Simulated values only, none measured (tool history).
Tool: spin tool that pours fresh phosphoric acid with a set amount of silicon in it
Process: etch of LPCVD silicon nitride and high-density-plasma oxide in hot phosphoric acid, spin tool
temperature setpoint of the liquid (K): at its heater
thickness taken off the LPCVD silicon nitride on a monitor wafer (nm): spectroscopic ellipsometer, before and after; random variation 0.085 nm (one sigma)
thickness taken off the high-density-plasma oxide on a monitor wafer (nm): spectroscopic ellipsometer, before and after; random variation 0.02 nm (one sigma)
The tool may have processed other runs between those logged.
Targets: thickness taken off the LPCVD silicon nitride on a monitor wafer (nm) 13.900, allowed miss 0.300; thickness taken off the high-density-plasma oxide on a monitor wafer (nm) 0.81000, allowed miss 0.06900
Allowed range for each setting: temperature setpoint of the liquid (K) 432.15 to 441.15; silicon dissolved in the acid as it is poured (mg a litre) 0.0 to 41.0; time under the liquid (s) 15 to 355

run	hour	temperature setpoint of the liquid (K)	silicon dissolved in the acid as it is poured (mg a litre)	time under the liquid (s)	thickness taken off the LPCVD silicon nitride on a monitor wafer (nm)	thickness taken off the high-density-plasma oxide on a monitor wafer (nm)
1	0.0	437.15	18.0	180	19.857	0.89579
2	5.9	436.65	16.0	175	19.080	0.90003
3	7.4	436.15	14.5	170	18.314	0.84563
4	14.1	436.15	14.5	245	26.376	1.31640
5	19.1	435.65	13.0	230	24.465	1.17720
6	25.8	435.65	17.5	230	24.087	1.04820
7	26.4	435.65	15.5	215	22.685	1.01250
8	32.3	435.65	14.0	205	21.644	1.01150
9	39.0	435.65	13.0	195	20.676	1.01150
10	44.3	433.15	2.5	125	12.193	0.67682
11	47.1	433.15	2.5	125	12.092	0.67165

Which of these 5 next moves meets every target?
A	49.9	432.65	0.0	110	?	?
B	49.9	432.65	0.0	145	?	?
C	49.9	433.15	13.0	130	?	?
D	49.9	432.65	9.5	135	?	?
E	49.9	435.65	6.0	140	?	?

move	thickness taken off the LPCVD silicon nitride on a monitor wafer (nm)	thickness taken off the high-density-plasma oxide on a monitor wafer (nm)
A	10.631	0.58352
B	14.014	0.76918
C	12.777	0.54651
D	13.047	0.59244
E	14.958	0.82551
A: the biggest miss grows against the last run
B: hits every target within its allowed miss
C: better than the last run, though not everything is in spec
D: better than the last run, though not everything is in spec
E: pushes the last run's worst result past its target
B meets every target.
